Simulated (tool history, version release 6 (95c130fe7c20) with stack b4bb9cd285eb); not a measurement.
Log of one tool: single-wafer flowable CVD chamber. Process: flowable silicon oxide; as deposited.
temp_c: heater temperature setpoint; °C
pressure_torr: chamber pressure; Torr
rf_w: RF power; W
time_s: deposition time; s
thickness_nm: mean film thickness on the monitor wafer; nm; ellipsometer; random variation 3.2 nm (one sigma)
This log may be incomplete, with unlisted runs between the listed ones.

{"run": 1, "hour": 0.0, "temp_c": 95, "pressure_torr": 0.562, "rf_w": 2505, "time_s": 1151, "thickness_nm": 553.82}
{"run": 2, "hour": 1.7, "temp_c": 104, "pressure_torr": 0.562, "rf_w": 2505, "time_s": 1151, "thickness_nm": 427.9}
{"run": 3, "hour": 5.0, "temp_c": 112, "pressure_torr": 0.562, "rf_w": 2505, "time_s": 1151, "thickness_nm": 333.96}
{"run": 4, "hour": 11.5, "temp_c": 105, "pressure_torr": 0.563, "rf_w": 2505, "time_s": 1151, "thickness_nm": 411.01}
{"run": 5, "hour": 14.7, "temp_c": 105, "pressure_torr": 0.563, "rf_w": 2505, "time_s": 1151, "thickness_nm": 414.01}
{"run": 6, "hour": 16.5, "temp_c": 105, "pressure_torr": 0.563, "rf_w": 2505, "time_s": 1189, "thickness_nm": 425.71}
{"run": 7, "hour": 19.2, "temp_c": 100, "pressure_torr": 0.564, "rf_w": 2505, "time_s": 1189, "thickness_nm": 498.25}

For run 8, what comes out?
{"run": 8, "hour": 21.3, "temp_c": 89, "pressure_torr": 0.565, "rf_w": 2505, "time_s": 1189, "thickness_nm": "?"}

Run 8 measured thickness_nm 694.30 nm.
